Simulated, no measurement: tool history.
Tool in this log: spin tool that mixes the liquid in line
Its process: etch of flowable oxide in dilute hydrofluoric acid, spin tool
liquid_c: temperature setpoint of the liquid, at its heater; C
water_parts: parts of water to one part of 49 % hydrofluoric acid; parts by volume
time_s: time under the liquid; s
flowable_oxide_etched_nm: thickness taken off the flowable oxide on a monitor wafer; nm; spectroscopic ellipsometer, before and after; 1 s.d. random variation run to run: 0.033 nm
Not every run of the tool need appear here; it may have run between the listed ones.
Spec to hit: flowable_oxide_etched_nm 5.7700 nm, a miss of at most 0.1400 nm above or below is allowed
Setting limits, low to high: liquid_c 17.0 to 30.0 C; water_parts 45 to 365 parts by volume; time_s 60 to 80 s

| run | hour | liquid_c | water_parts | time_s | flowable_oxide_etched_nm |
|---|---|---|---|---|---|
| 1 | 0.0 | 22.0 | 205 | 80 | 7.2879 |
| 2 | 4.6 | 21.0 | 205 | 80 | 7.0931 |
| 3 | 12.1 | 18.0 | 205 | 80 | 6.2640 |
| 4 | 18.6 | 21.5 | 205 | 80 | 7.1640 |
| 5 | 24.1 | 20.5 | 210 | 80 | 6.7547 |
| 6 | 27.7 | 23.5 | 210 | 80 | 7.5840 |
| 7 | 28.5 | 22.0 | 210 | 80 | 7.2418 |
| 8 | 36.0 | 21.0 | 210 | 80 | 6.8603 |
| 9 | 44.9 | 20.0 | 210 | 80 | 6.5912 |

4 next moves are on the table. One of them brings every result within its allowed miss. Which?
| A | 53.8 | 19.5 | 225 | 80 | ? |
| B | 53.8 | 19.0 | 230 | 80 | ? |
| C | 53.8 | 19.0 | 165 | 60 | ? |
| D | 53.8 | 21.0 | 205 | 80 | ? |

| move | flowable_oxide_etched_nm |
|---|---|
| A | 5.9648 |
| B | 5.6976 |
| C | 6.3411 |
| D | 7.0686 |
A: gains on the last run, yet a result remains outside its allowed miss
B: all results land within tolerance of their targets
C: gains on the last run, yet a result remains outside its allowed miss
D: its largest miss is bigger than the last run's
B is the move that brings every result within its allowed miss.
